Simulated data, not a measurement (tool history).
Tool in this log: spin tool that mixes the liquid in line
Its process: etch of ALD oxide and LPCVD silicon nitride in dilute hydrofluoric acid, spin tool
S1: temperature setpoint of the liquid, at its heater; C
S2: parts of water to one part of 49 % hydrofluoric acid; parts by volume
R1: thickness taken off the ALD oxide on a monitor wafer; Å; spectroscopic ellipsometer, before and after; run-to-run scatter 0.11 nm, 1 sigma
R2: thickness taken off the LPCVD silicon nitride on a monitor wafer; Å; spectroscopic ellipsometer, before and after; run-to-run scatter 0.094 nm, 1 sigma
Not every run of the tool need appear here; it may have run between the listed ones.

Run 1, day 0: S1 22 C, S2 170 parts by volume, time under the liquid (s) 180. Result: R1 123.37 Å, R2 4.1578 Å.
Run 2, day 0.333: S1 22 C, S2 135 parts by volume, time under the liquid (s) 180. Result: R1 161.54 Å, R2 5.7175 Å.
Run 3, day 0.379: S1 23 C, S2 125 parts by volume, time under the liquid (s) 180. Result: R1 183.67 Å, R2 7.1524 Å.
Run 4, day 0.675: S1 23.5 C, S2 120 parts by volume, time under the liquid (s) 180. Result: R1 195.86 Å, R2 7.2271 Å.
Run 5, day 0.788: S1 24.5 C, S2 115 parts by volume, time under the liquid (s) 180. Result: R1 212.76 Å, R2 7.7485 Å.
Run 6, day 1.138: S1 24.5 C, S2 90 parts by volume, time under the liquid (s) 180. Result: R1 282.13 Å, R2 10.313 Å.
Run 7, day 1.25: S1 25 C, S2 90 parts by volume, time under the liquid (s) 180. Result: R1 289.5 Å, R2 12.656 Å.

Run 8, settings as shown, results not yet in. Your forecast:
Run 8, day 1.604: S1 25.5 C, S2 85 parts by volume, time under the liquid (s) 180. Result: R1 ?, R2 ?.

For run 8 the tool returned R1 313.45 Å, R2 12.646 Å.
